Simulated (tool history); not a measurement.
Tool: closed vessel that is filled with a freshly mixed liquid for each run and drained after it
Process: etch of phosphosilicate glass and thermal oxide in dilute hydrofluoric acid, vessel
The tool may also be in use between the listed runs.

| run | hour | temperature setpoint of the liquid (K) | parts of water to one part of 49 % hydrofluoric acid (parts by volume) | time in the liquid (s) | thickness taken off the phosphosilicate glass on a monitor wafer (angstrom) | thickness taken off the thermal oxide on a monitor wafer (angstrom) |
|---|---|---|---|---|---|---|
| 1 | 0.0 | 297.15 | 245 | 60 | 298.91 | 10.6310 |
| 2 | 2.7 | 293.65 | 245 | 60 | 267.00 | 9.6440 |
| 3 | 8.5 | 293.65 | 175 | 60 | 395.94 | 13.6240 |
| 4 | 12.1 | 293.15 | 220 | 60 | 293.99 | 11.2360 |
| 5 | 15.2 | 296.15 | 220 | 60 | 331.12 | 11.2450 |
| 6 | 16.4 | 298.65 | 220 | 60 | 357.90 | 12.9940 |
| 7 | 17.1 | 296.65 | 255 | 60 | 278.59 | 10.2460 |
| 8 | 25.3 | 292.65 | 350 | 60 | 159.26 | 5.2780 |
| 9 | 31.7 | 292.15 | 355 | 60 | 155.99 | 5.3717 |
| 10 | 35.3 | 291.65 | 360 | 60 | 149.72 | 5.1154 |

Forecast run 11:
| 11 | 43.7 | 291.15 | 360 | 60 | ? | ? |

thickness taken off the phosphosilicate glass on a monitor wafer (angstrom): 146.39
thickness taken off the thermal oxide on a monitor wafer (angstrom): 5.2934
